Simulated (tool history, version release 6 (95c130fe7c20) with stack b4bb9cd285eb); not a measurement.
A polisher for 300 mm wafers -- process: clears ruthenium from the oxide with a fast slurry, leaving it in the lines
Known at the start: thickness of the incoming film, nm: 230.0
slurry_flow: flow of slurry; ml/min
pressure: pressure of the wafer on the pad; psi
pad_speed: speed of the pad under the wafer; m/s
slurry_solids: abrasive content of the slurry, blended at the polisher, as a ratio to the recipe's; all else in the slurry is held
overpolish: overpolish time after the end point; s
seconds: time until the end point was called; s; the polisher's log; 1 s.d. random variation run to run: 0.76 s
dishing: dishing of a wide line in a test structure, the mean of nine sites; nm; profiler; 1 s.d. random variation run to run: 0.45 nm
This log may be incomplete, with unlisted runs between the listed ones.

| run | hour | slurry_flow | pressure | pad_speed | slurry_solids | overpolish | seconds | dishing |
|---|---|---|---|---|---|---|---|---|
| 1 | 0 | 295 | 3 | 0.96 | 1 | 23 | 46.37 | 55.808 |
| 2 | 4.3 | 295 | 2.9 | 0.96 | 1 | 19 | 48.227 | 49.276 |
| 3 | 8.1 | 295 | 2.9 | 0.96 | 1 | 11 | 49.693 | 33.465 |
| 4 | 15.6 | 295 | 2.3 | 0.96 | 1 | 11 | 58.657 | 30.296 |
| 5 | 18 | 295 | 1.9 | 0.96 | 1 | 11 | 61.434 | 26.18 |
| 6 | 23.1 | 295 | 2.4 | 0.96 | 1 | 11 | 55.255 | 30.37 |
| 7 | 28.3 | 295 | 2.1 | 1.08 | 1 | 10 | 51.609 | 29.148 |
| 8 | 30.9 | 295 | 1.9 | 1.16 | 1 | 9 | 49.947 | 26.675 |

Forecast run 9:
| 9 | 32.2 | 295 | 1.9 | 1.22 | 1 | 8 | ? | ? |

{"run 9": {"seconds": 48.748, "dishing": 25.076}}
